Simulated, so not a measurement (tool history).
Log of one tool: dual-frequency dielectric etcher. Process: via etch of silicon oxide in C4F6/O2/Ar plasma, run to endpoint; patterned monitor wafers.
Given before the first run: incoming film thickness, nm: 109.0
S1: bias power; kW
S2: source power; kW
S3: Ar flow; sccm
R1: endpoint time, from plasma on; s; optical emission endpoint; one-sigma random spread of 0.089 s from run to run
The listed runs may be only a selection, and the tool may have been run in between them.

run 1 day=0 | S1=0.563 S2=0.24 S3=382 | R1=26.475
run 2 day=0.225 | S1=0.609 S2=0.24 S3=381 | R1=25.993
run 3 day=0.492 | S1=0.609 S2=0.21 S3=381 | R1=27.565
run 4 day=0.854 | S1=0.609 S2=0.21 S3=328 | R1=27.013
run 5 day=0.983 | S1=0.651 S2=0.21 S3=328 | R1=26.648
run 6 day=1.142 | S1=0.651 S2=0.21 S3=364 | R1=26.939
run 7 day=1.204 | S1=0.679 S2=0.22 S3=359 | R1=26.175
run 8 day=1.3 | S1=0.7 S2=0.23 S3=354 | R1=25.67
run 9 day=1.517 | S1=0.716 S2=0.24 S3=349 | R1=25.041
run 10 day=1.633 | S1=0.73 S2=0.25 S3=345 | R1=24.535

Run 11, settings as shown, results not yet in. Your forecast:
run 11 day=1.771 | S1=0.741 S2=0.26 S3=342 | R1=?

R1: 24.114 s
